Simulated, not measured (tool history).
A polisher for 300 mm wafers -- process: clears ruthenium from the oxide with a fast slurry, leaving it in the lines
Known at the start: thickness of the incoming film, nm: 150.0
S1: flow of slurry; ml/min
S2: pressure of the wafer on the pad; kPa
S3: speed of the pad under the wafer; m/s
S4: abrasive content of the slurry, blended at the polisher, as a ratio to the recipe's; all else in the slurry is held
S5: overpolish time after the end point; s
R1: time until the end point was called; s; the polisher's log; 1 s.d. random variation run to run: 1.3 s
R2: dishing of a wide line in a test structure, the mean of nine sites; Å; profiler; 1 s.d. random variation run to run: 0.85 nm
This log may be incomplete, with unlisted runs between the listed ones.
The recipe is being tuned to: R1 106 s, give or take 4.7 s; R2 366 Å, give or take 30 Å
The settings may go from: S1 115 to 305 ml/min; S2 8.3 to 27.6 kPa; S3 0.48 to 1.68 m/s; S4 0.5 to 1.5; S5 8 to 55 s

run 1 day=0 | S1=195 S2=17.9 S3=1.08 S4=1 S5=28 | R1=30.749 R2=856.33
run 2 day=0.112 | S1=190 S2=15.2 S3=0.9 S4=0.9 S5=28 | R1=47.102 R2=621.41
run 3 day=0.292 | S1=190 S2=15.2 S3=0.9 S4=0.7 S5=28 | R1=59.791 R2=500.88
run 4 day=0.429 | S1=190 S2=13.1 S3=0.84 S4=0.7 S5=29 | R1=73.977 R2=439.42
run 5 day=0.521 | S1=190 S2=13.1 S3=0.84 S4=0.55 S5=29 | R1=103.98 R2=325.62
run 6 day=0.612 | S1=190 S2=13.1 S3=0.84 S4=0.55 S5=22 | R1=104.03 R2=260.43
run 7 day=0.917 | S1=190 S2=12.4 S3=0.84 S4=0.55 S5=25 | R1=109.46 R2=271.41
run 8 day=1.088 | S1=190 S2=12.4 S3=0.84 S4=0.55 S5=28 | R1=109.54 R2=304.76
run 9 day=1.183 | S1=190 S2=12.4 S3=0.84 S4=0.55 S5=30 | R1=112.15 R2=326.28
run 10 day=1.388 | S1=190 S2=12.4 S3=0.84 S4=0.55 S5=30 | R1=111.59 R2=319.64
run 11 day=1.521 | S1=190 S2=12.4 S3=0.84 S4=0.55 S5=31 | R1=108.12 R2=334.01

Which one of the following 4 next-run settings gets every result inside its allowed miss? There is exactly one.
run A day=1.654 | S1=140 S2=8.3 S3=1 S4=0.7 S5=25 | R1=? R2=?
run B day=1.654 | S1=210 S2=13.1 S3=0.9 S4=0.5 S5=36 | R1=? R2=?
run C day=1.654 | S1=210 S2=14.5 S3=0.8 S4=0.5 S5=48 | R1=? R2=?
run D day=1.654 | S1=160 S2=15.2 S3=0.62 S4=0.6 S5=33 | R1=? R2=?

move=A R1=101.71 R2=294.15
move=B R1=116.84 R2=360.36
move=C R1=118.86 R2=456.11
move=D R1=107.76 R2=358.4
A: its largest miss is bigger than the last run's
B: brings the result that was furthest off to its target, and leaves another outside
C: takes the result that was furthest off past its target
D: every result within its allowed miss
So the answer is move D, the one that meets all the targets.
